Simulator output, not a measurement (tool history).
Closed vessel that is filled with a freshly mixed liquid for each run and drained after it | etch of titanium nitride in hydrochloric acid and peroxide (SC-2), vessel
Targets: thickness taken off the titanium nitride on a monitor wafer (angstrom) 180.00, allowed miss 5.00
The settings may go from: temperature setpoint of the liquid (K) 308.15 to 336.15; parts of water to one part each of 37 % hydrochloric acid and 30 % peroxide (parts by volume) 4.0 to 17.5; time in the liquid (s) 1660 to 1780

run  hour  temperature setpoint of the liquid (K)  parts of water to one part each of 37 % hydrochloric acid and 30 % peroxide (parts by volume)  time in the liquid (s)  thickness taken off the titanium nitride on a monitor wafer (angstrom)
  1   0.0                                  320.15                                                                                            9.5                    1660                                                                  380.88
  2   2.4                                  317.65                                                                                            9.5                    1660                                                                  318.50
  3   4.6                                  315.65                                                                                            9.5                    1660                                                                  275.77
  4   7.5                                  310.65                                                                                            9.5                    1660                                                                  193.77
  5  13.2                                  308.15                                                                                            9.5                    1660                                                                  158.43
  6  20.1                                  308.15                                                                                           12.0                    1660                                                                  133.22
  7  27.1                                  313.65                                                                                           12.0                    1660                                                                  198.87
  8  33.4                                  313.15                                                                                           12.0                    1660                                                                  191.00

5 next moves are on the table. One of them brings every result within its allowed miss. Which?
  A  39.7                                  312.15                                                                                           11.5                    1720                                                                       ?
  B  39.7                                  311.65                                                                                           11.5                    1780                                                                       ?
  C  39.7                                  308.65                                                                                            9.5                    1780                                                                       ?
  D  39.7                                  311.15                                                                                            9.5                    1690                                                                       ?
  E  39.7                                  312.15                                                                                           10.5                    1660                                                                       ?

move  thickness taken off the titanium nitride on a monitor wafer (angstrom)
   A                                                                  190.00
   B                                                                  189.72
   C                                                                  179.53
   D                                                                  204.32
   E                                                                  198.19
A: nearer than the last run, and not there yet
B: nearer than the last run, and not there yet
C: meets every target
D: further off than the last run
E: further off than the last run
The right move is C.
